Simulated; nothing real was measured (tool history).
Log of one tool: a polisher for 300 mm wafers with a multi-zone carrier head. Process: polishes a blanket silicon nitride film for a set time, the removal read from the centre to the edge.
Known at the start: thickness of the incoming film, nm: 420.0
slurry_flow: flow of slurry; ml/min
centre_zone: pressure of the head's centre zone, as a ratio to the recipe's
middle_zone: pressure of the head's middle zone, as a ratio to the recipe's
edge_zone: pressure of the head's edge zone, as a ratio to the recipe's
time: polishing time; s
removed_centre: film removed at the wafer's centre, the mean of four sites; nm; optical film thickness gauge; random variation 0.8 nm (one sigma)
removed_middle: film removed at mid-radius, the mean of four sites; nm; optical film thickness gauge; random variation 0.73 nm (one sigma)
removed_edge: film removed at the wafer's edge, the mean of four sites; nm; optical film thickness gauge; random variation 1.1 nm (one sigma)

run 1 hour=0 | slurry_flow=190 centre_zone=1 middle_zone=1 edge_zone=1 time=56 | removed_centre=108.18 removed_middle=109.34 removed_edge=109.41
run 2 hour=3.3 | slurry_flow=230 centre_zone=1 middle_zone=1 edge_zone=1 time=56 | removed_centre=111.28 removed_middle=112.99 removed_edge=109.54
run 3 hour=4.2 | slurry_flow=220 centre_zone=0.97 middle_zone=0.98 edge_zone=0.99 time=55 | removed_centre=104.97 removed_middle=108.56 removed_edge=106.99
run 4 hour=7.5 | slurry_flow=220 centre_zone=0.97 middle_zone=0.98 edge_zone=0.99 time=44 | removed_centre=83.554 removed_middle=86.621 removed_edge=84.676
run 5 hour=8.6 | slurry_flow=220 centre_zone=1.04 middle_zone=0.98 edge_zone=0.99 time=44 | removed_centre=89.695 removed_middle=86.709 removed_edge=85.513
run 6 hour=15.3 | slurry_flow=215 centre_zone=1.02 middle_zone=0.99 edge_zone=1.02 time=45 | removed_centre=89.185 removed_middle=87.488 removed_edge=87.286
run 7 hour=24 | slurry_flow=210 centre_zone=0.99 middle_zone=0.99 edge_zone=1.04 time=46 | removed_centre=87.489 removed_middle=90.145 removed_edge=90.422
run 8 hour=28.6 | slurry_flow=205 centre_zone=0.98 middle_zone=0.99 edge_zone=1.06 time=46 | removed_centre=87.267 removed_middle=91.099 removed_edge=90.911
run 9 hour=30.8 | slurry_flow=195 centre_zone=0.97 middle_zone=0.98 edge_zone=1.08 time=47 | removed_centre=87.381 removed_middle=89.674 removed_edge=93.038
run 10 hour=38 | slurry_flow=195 centre_zone=0.96 middle_zone=0.98 edge_zone=1.1 time=47 | removed_centre=86.291 removed_middle=89.427 removed_edge=95.086
run 11 hour=39 | slurry_flow=195 centre_zone=0.95 middle_zone=0.99 edge_zone=1.11 time=47 | removed_centre=87.115 removed_middle=90.968 removed_edge=94.088

The next listed run, before its measurement:
run 12 hour=42.6 | slurry_flow=190 centre_zone=0.93 middle_zone=0.99 edge_zone=1.12 time=47 | removed_centre=? removed_middle=? removed_edge=?

Run 12 gave removed_centre 84.777 nm, removed_middle 91.117 nm, removed_edge 94.995 nm.
